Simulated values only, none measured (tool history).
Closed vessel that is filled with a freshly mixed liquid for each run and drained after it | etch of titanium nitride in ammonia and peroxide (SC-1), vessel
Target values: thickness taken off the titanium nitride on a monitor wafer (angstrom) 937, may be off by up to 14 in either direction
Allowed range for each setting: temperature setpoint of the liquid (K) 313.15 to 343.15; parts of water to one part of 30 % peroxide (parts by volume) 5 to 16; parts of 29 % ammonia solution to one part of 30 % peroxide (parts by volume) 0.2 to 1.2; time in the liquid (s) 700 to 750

| run | hour | temperature setpoint of the liquid (K) | parts of water to one part of 30 % peroxide (parts by volume) | parts of 29 % ammonia solution to one part of 30 % peroxide (parts by volume) | time in the liquid (s) | thickness taken off the titanium nitride on a monitor wafer (angstrom) |
|---|---|---|---|---|---|---|
| 1 | 0 | 329.15 | 9 | 0.75 | 700 | 546.95 |
| 2 | 1.4 | 331.65 | 9 | 0.75 | 700 | 649.37 |
| 3 | 4.3 | 331.65 | 9 | 0.85 | 700 | 661.81 |
| 4 | 10.7 | 331.65 | 9 | 0.85 | 750 | 705.2 |
| 5 | 16.1 | 332.65 | 9 | 0.85 | 750 | 753.97 |
| 6 | 21.8 | 339.15 | 9 | 0.85 | 750 | 1148.5 |
| 7 | 23.4 | 338.15 | 9 | 0.85 | 750 | 1076.2 |
| 8 | 32.2 | 337.65 | 9 | 0.85 | 750 | 1044.2 |
| 9 | 40.3 | 337.15 | 9 | 0.85 | 750 | 1015 |
| 10 | 49.4 | 336.65 | 9 | 0.85 | 750 | 979.71 |

Exercise: of the 5 proposed moves below, exactly one satisfies all targets within the stated allowed misses. Which move is it?
| A | 58.5 | 334.65 | 7 | 0.8 | 730 | ? |
| B | 58.5 | 336.15 | 7.5 | 0.8 | 705 | ? |
| C | 58.5 | 340.65 | 14 | 0.6 | 715 | ? |
| D | 58.5 | 337.15 | 9.5 | 0.75 | 700 | ? |
| E | 58.5 | 335.65 | 9.5 | 0.9 | 750 | ? |

| move | thickness taken off the titanium nitride on a monitor wafer (angstrom) |
|---|---|
| A | 938.99 |
| B | 966.64 |
| C | 903.21 |
| D | 901.26 |
| E | 902.22 |
A: all results in spec
B: nearer the targets than the last run, but a result is still out of spec
C: carries the result that was furthest off beyond its target, to the other side
D: carries the result that was furthest off beyond its target, to the other side
E: carries the result that was furthest off beyond its target, to the other side
So the answer is move A, the one that meets all the targets.

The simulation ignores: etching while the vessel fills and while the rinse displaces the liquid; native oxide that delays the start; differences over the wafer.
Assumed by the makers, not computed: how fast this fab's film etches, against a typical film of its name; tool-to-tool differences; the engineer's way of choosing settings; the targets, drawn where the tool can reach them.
